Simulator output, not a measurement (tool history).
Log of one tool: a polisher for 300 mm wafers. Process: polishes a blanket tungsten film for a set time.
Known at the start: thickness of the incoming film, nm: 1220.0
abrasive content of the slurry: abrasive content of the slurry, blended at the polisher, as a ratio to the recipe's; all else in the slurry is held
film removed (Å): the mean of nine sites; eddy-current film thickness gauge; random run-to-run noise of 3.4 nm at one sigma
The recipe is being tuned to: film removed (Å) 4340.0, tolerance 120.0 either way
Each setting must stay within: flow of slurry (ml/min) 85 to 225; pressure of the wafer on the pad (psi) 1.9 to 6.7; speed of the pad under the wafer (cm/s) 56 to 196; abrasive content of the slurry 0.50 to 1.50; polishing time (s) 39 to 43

run  hour  flow of slurry (ml/min)  pressure of the wafer on the pad (psi)  speed of the pad under the wafer (cm/s)  abrasive content of the slurry  polishing time (s)  film removed (Å)
  1   0.0                      145                                     4.3                                      126                            1.00                  43            3388.5
  2   0.9                      155                                     4.6                                      126                            1.00                  43            3663.7
  3   5.0                      120                                     4.6                                      126                            1.00                  43            3468.5
  4  11.4                      140                                     4.8                                      126                            1.00                  43            3731.0
  5  15.7                      140                                     4.8                                      126                            1.00                  43            3705.1
  6  23.5                      155                                     4.9                                      126                            1.00                  43            3840.3
  7  25.6                      160                                     5.1                                      126                            1.00                  43            4054.3
  8  26.7                      165                                     5.2                                      126                            1.00                  43            4144.0
  9  28.9                      170                                     5.2                                      126                            1.00                  43            4106.1

Below are 5 possible settings for the next run. Only one of them brings all results inside the allowed miss of their targets. Which is it?
  A  31.1                      165                                     5.0                                      124                            1.05                  43                 ?
  B  31.1                      115                                     4.1                                      154                            0.95                  43                 ?
  C  31.1                      190                                     4.9                                      142                            0.65                  39                 ?
  D  31.1                      165                                     5.3                                      112                            1.05                  43                 ?
  E  31.1                      160                                     5.3                                      130                            1.10                  43                 ?

move  film removed (Å)
   A            3939.5
   B            3755.7
   C            3780.2
   D            3778.6
   E            4382.5
A: lands further from the targets than the last run did
B: lands further from the targets than the last run did
C: lands further from the targets than the last run did
D: lands further from the targets than the last run did
E: each result inside its tolerance
Answer: E
